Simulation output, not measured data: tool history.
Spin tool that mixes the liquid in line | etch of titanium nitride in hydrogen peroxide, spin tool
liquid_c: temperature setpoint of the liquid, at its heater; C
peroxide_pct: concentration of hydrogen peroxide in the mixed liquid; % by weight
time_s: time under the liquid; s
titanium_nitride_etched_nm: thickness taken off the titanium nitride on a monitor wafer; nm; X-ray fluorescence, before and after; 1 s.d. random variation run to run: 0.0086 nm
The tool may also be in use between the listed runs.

run	hour	liquid_c	peroxide_pct	time_s	titanium_nitride_etched_nm
1	0	48	15.5	60	1.5888
2	7.6	48	17.5	60	1.6402
3	13.6	48.5	17.5	60	1.6944
4	14.2	48.5	17.5	60	1.6747
5	19.6	48.5	20.5	60	1.7431
6	22.5	48.5	20.5	60	1.7395
7	27.2	49	20.5	60	1.7998

Forecast run 8:
# hour 35.5: peroxide flow meter replaced
8	35.5	50	20.5	60	?

{"run 8": {"titanium_nitride_etched_nm": 2.0034}}
